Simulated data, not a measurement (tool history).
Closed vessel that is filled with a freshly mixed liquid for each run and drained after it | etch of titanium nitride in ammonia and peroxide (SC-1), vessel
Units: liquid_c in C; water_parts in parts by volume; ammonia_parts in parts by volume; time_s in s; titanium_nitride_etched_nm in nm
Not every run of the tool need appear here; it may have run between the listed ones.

run,hour,liquid_c,water_parts,ammonia_parts,time_s,titanium_nitride_etched_nm
1,0,54,17.5,0.6,680,25.652
2,5.8,54,17.5,0.75,680,26.224
3,14.8,59,17.5,0.75,680,37.058
4,19.6,62.5,17.5,0.75,680,46.849
5,24.7,63,17.5,0.75,680,48.111
6,29.7,63.5,17.5,0.75,680,49.864

Predict the results of run 7:
7,38.1,64,17.5,0.75,680,?

titanium_nitride_etched_nm: 51.363 nm
